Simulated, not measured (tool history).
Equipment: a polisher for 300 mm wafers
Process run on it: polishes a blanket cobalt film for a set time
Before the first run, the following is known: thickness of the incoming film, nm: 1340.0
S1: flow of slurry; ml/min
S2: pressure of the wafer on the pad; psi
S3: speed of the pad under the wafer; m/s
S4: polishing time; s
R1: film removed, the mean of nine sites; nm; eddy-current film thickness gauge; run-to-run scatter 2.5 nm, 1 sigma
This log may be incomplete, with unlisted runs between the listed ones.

{"run": 1, "hour": 0.0, "S1": 220, "S2": 2.4, "S3": 0.94, "S4": 62, "R1": 328.49}
{"run": 2, "hour": 1.4, "S1": 195, "S2": 2.4, "S3": 0.94, "S4": 62, "R1": 330.07}
{"run": 3, "hour": 2.9, "S1": 195, "S2": 2.2, "S3": 0.94, "S4": 62, "R1": 302.75}
{"run": 4, "hour": 6.8, "S1": 195, "S2": 2.1, "S3": 0.94, "S4": 62, "R1": 281.86}
{"run": 5, "hour": 11.1, "S1": 230, "S2": 2.1, "S3": 0.94, "S4": 62, "R1": 288.15}
{"run": 6, "hour": 12.5, "S1": 230, "S2": 2, "S3": 0.94, "S4": 62, "R1": 286.19}

Run 7 is up next; what results do you expect?
{"run": 7, "hour": 20.5, "S1": 230, "S2": 1.9, "S3": 0.94, "S4": 62, "R1": "?"}

{"run 7": {"R1": 264.12}}

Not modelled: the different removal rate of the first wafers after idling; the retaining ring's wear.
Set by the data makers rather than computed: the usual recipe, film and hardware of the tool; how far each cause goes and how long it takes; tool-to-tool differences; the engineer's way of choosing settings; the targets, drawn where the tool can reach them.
